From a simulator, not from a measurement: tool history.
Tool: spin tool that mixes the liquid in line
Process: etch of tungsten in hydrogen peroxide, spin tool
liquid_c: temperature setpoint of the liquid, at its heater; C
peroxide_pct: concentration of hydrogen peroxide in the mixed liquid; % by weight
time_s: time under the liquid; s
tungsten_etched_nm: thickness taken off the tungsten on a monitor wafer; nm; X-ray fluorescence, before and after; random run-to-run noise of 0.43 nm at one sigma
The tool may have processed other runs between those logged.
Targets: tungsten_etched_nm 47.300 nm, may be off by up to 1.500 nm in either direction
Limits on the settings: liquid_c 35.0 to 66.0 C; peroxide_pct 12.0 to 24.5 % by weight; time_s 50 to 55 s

Run 1, hour 0.0: liquid_c 51.0 C, peroxide_pct 16.5 % by weight, time_s 50 s. Result: tungsten_etched_nm 88.658 nm.
Run 2, hour 7.2: liquid_c 51.0 C, peroxide_pct 16.5 % by weight, time_s 55 s. Result: tungsten_etched_nm 99.271 nm.
Run 3, hour 15.1: liquid_c 48.5 C, peroxide_pct 16.5 % by weight, time_s 55 s. Result: tungsten_etched_nm 85.507 nm.
Run 4, hour 20.8: liquid_c 46.5 C, peroxide_pct 16.5 % by weight, time_s 55 s. Result: tungsten_etched_nm 74.849 nm.
Run 5, hour 22.3: liquid_c 53.5 C, peroxide_pct 16.5 % by weight, time_s 55 s. Result: tungsten_etched_nm 114.940 nm.
Run 6, hour 30.9: liquid_c 53.5 C, peroxide_pct 19.5 % by weight, time_s 55 s. Result: tungsten_etched_nm 126.240 nm.
At hour 33.0: new drum of peroxide connected.
Run 7, hour 33.0: liquid_c 45.5 C, peroxide_pct 19.0 % by weight, time_s 55 s. Result: tungsten_etched_nm 79.291 nm.
Run 8, hour 39.1: liquid_c 43.5 C, peroxide_pct 19.0 % by weight, time_s 55 s. Result: tungsten_etched_nm 70.432 nm.
Run 9, hour 48.0: liquid_c 42.0 C, peroxide_pct 19.0 % by weight, time_s 55 s. Result: tungsten_etched_nm 62.946 nm.

4 candidate next runs follow, results not yet known. Just one meets every target within its allowed miss. Identify it.
Run A, hour 56.9: liquid_c 50.5 C, peroxide_pct 15.0 % by weight, time_s 55 s. Result: tungsten_etched_nm ?.
Run B, hour 56.9: liquid_c 39.5 C, peroxide_pct 18.0 % by weight, time_s 50 s. Result: tungsten_etched_nm ?.
Run C, hour 56.9: liquid_c 41.5 C, peroxide_pct 15.0 % by weight, time_s 55 s. Result: tungsten_etched_nm ?.
Run D, hour 56.9: liquid_c 42.0 C, peroxide_pct 16.0 % by weight, time_s 50 s. Result: tungsten_etched_nm ?.

move  tungsten_etched_nm
   A              95.462
   B              47.501
   C              54.308
   D              52.657
A: further off than the last run
B: all results land within tolerance of their targets
C: closes in on the targets versus the last run, not all within tolerance yet
D: closes in on the targets versus the last run, not all within tolerance yet
B meets every target.
